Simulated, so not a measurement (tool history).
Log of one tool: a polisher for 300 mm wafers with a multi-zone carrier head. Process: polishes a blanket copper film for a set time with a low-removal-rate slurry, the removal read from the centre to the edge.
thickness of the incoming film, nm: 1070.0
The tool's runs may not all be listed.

| run | hour | flow of slurry (ml/min) | pressure of the head's centre zone | pressure of the head's middle zone | pressure of the head's edge zone | abrasive content of the slurry | polishing time (s) | film removed at the wafer's centre (nm) | film removed at mid-radius (nm) | film removed at the wafer's edge (nm) |
|---|---|---|---|---|---|---|---|---|---|---|
| 1 | 0 | 265 | 1 | 1 | 1 | 1 | 76 | 171.7 | 168.29 | 174.29 |
| 2 | 0.8 | 265 | 1 | 1.01 | 1.04 | 1.15 | 79 | 182.02 | 183.96 | 180.39 |
| 3 | 4.1 | 260 | 0.98 | 0.98 | 1.04 | 1.15 | 85 | 189.11 | 194.19 | 195.63 |
| 4 | 6.8 | 260 | 0.97 | 0.95 | 1.05 | 1.2 | 90 | 202.17 | 202.49 | 211.72 |
| 5 | 15.7 | 260 | 0.97 | 0.95 | 1.05 | 1.35 | 90 | 203.24 | 202.92 | 213.41 |
| 6 | 19.3 | 260 | 0.97 | 0.95 | 1.05 | 1.25 | 90 | 203.88 | 198.7 | 213.7 |
| 7 | 24.8 | 270 | 0.96 | 0.95 | 1.07 | 1.3 | 92 | 206.36 | 207.34 | 223.02 |

What does the tool deliver on the next run?
| 8 | 25.9 | 295 | 1.03 | 1.01 | 1.17 | 1.5 | 95 | ? | ? | ? |

Run 8 measured film removed at the wafer's centre (nm) 236.07, film removed at mid-radius (nm) 231.61, film removed at the wafer's edge (nm) 245.98.

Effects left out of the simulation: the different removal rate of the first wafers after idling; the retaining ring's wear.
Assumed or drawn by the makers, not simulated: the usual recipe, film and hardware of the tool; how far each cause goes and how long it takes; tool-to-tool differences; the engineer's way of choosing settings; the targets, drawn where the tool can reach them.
